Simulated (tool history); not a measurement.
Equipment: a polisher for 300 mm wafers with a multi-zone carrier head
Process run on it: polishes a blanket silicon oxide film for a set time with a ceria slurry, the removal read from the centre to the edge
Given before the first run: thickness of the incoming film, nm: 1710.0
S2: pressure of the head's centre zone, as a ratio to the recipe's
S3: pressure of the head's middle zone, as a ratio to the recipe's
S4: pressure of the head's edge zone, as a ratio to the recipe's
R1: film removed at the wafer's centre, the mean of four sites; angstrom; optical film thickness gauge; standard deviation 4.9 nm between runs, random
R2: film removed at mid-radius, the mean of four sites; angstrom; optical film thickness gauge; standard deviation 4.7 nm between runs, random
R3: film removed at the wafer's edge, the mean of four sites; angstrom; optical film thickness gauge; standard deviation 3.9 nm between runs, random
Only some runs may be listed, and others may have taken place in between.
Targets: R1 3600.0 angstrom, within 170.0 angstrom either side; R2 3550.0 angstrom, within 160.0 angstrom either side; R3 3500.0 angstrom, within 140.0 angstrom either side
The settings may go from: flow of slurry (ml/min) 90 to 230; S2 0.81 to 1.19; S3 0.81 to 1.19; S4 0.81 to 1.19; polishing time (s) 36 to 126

run 1 hour=0.0 | flow_of_slurry_(ml/min)=150 S2=1.00 S3=1.00 S4=1.00 polishing_time_(s)=81 | R1=5472.4 R2=5359.2 R3=5457.5
run 2 hour=7.6 | flow_of_slurry_(ml/min)=150 S2=1.00 S3=1.00 S4=1.06 polishing_time_(s)=81 | R1=5356.0 R2=5333.5 R3=5642.2
run 3 hour=10.3 | flow_of_slurry_(ml/min)=150 S2=0.99 S3=1.00 S4=1.03 polishing_time_(s)=76 | R1=4964.5 R2=4890.6 R3=5212.8
run 4 hour=11.1 | flow_of_slurry_(ml/min)=120 S2=0.99 S3=1.00 S4=1.03 polishing_time_(s)=76 | R1=4891.5 R2=4825.6 R3=4912.9
run 5 hour=17.1 | flow_of_slurry_(ml/min)=120 S2=0.99 S3=1.00 S4=1.03 polishing_time_(s)=65 | R1=4125.8 R2=4132.8 R3=4322.3
run 6 hour=22.2 | flow_of_slurry_(ml/min)=115 S2=0.99 S3=1.00 S4=1.01 polishing_time_(s)=64 | R1=3927.0 R2=3938.5 R3=4227.4
run 7 hour=30.2 | flow_of_slurry_(ml/min)=110 S2=1.00 S3=1.01 S4=0.99 polishing_time_(s)=63 | R1=3960.4 R2=3862.0 R3=3954.0
run 8 hour=34.9 | flow_of_slurry_(ml/min)=110 S2=1.00 S3=1.01 S4=0.99 polishing_time_(s)=63 | R1=3909.9 R2=3830.1 R3=3983.3
run 9 hour=43.1 | flow_of_slurry_(ml/min)=110 S2=1.00 S3=1.01 S4=0.98 polishing_time_(s)=63 | R1=3858.5 R2=3860.7 R3=4054.4
run 10 hour=45.7 | flow_of_slurry_(ml/min)=115 S2=1.07 S3=1.07 S4=0.93 polishing_time_(s)=50 | R1=3325.1 R2=3325.4 R3=3084.7

Which of these 5 next moves meets every target?
run A hour=48.3 | flow_of_slurry_(ml/min)=90 S2=1.06 S3=1.04 S4=0.88 polishing_time_(s)=60 | R1=? R2=? R3=?
run B hour=48.3 | flow_of_slurry_(ml/min)=140 S2=1.03 S3=1.16 S4=0.85 polishing_time_(s)=51 | R1=? R2=? R3=?
run C hour=48.3 | flow_of_slurry_(ml/min)=115 S2=1.19 S3=1.01 S4=0.90 polishing_time_(s)=58 | R1=? R2=? R3=?
run D hour=48.3 | flow_of_slurry_(ml/min)=115 S2=1.17 S3=0.90 S4=0.87 polishing_time_(s)=58 | R1=? R2=? R3=?
run E hour=48.3 | flow_of_slurry_(ml/min)=135 S2=1.11 S3=1.10 S4=0.89 polishing_time_(s)=51 | R1=? R2=? R3=?

move=A R1=3619.8 R2=3449.0 R3=3447.7
move=B R1=3492.2 R2=3653.5 R3=3140.7
move=C R1=4158.0 R2=3514.2 R3=3549.9
move=D R1=4104.3 R2=3191.0 R3=3500.6
move=E R1=3644.8 R2=3460.8 R3=3190.7
A: every result lands within tolerance
B: better than the last run, though not everything is in spec
C: the furthest-off result lands on target, but another misses its tolerance
D: the furthest-off result lands on target, but another misses its tolerance
E: better than the last run, though not everything is in spec
Answer: A
